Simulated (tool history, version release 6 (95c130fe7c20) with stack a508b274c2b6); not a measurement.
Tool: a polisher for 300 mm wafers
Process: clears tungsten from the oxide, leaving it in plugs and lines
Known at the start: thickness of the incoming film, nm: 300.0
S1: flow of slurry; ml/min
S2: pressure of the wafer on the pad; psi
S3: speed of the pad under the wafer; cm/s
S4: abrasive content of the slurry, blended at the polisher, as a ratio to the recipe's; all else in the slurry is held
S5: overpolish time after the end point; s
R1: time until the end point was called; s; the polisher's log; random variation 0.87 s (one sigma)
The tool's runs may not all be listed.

run	hour	S1	S2	S3	S4	S5	R1
1	0.0	185	3.3	136	1.0	12	47.652
2	7.1	185	4.1	136	1.0	12	38.387
3	12.0	185	4.1	152	1.0	12	34.458
4	19.6	185	4.6	152	1.0	12	31.000
5	21.9	185	3.9	146	1.0	12	37.790
6	29.5	185	3.9	126	1.0	12	44.587
7	31.0	185	3.4	124	1.0	12	51.035
8	37.6	185	3.1	124	1.0	12	55.159
9	39.7	185	2.8	124	1.0	12	61.592
10	46.1	185	2.6	124	1.0	12	65.938
11	48.2	185	2.5	124	1.0	12	67.552
12	55.4	185	2.4	124	1.0	12	70.267

Run 13 comes next. What will it give?
13	61.4	185	2.4	124	1.0	12	?

R1: 70.734 s

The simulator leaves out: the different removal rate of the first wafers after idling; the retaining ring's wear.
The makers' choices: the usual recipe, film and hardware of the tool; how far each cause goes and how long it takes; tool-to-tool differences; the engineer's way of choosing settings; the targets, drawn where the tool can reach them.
